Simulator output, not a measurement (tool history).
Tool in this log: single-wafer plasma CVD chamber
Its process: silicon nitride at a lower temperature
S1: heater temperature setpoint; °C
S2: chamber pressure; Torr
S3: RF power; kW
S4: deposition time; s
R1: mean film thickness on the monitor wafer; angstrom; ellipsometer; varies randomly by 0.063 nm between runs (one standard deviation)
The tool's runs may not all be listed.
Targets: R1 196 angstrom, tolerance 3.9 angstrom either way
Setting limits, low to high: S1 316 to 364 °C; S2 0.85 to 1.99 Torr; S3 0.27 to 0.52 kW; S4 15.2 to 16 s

run	hour	S1	S2	S3	S4	R1
1	0	340	1.42	0.395	16	224.27
2	8.4	340	1.27	0.395	16	217.61
3	10.9	340	1.27	0.44	16	231.31
4	14.1	336	1.27	0.44	16	234.13
5	16.3	336	1.2	0.43	16	227.18
6	20.3	329	1.2	0.43	16	229
7	26	329	1.14	0.42	16	221.73
8	30.4	329	1.1	0.415	16	221.13
9	34.3	329	0.94	0.35	15.7	190.4
10	35.9	329	0.96	0.35	15.7	190.83

Consider the 4 candidate settings below. Which is the only one whose results all fall within their allowed miss of target?
A	37.5	327	1.08	0.36	15.5	?
B	37.5	332	0.92	0.385	16	?
C	37.5	330	0.85	0.35	15.7	?
D	37.5	331	1.02	0.345	15.5	?

move	R1
A	196.51
B	203.75
C	186.72
D	189.42
A: meets every target
B: pushes the last run's worst result past its target
C: moves away from the targets compared with the last run
D: moves away from the targets compared with the last run
Go with A: it meets all targets.
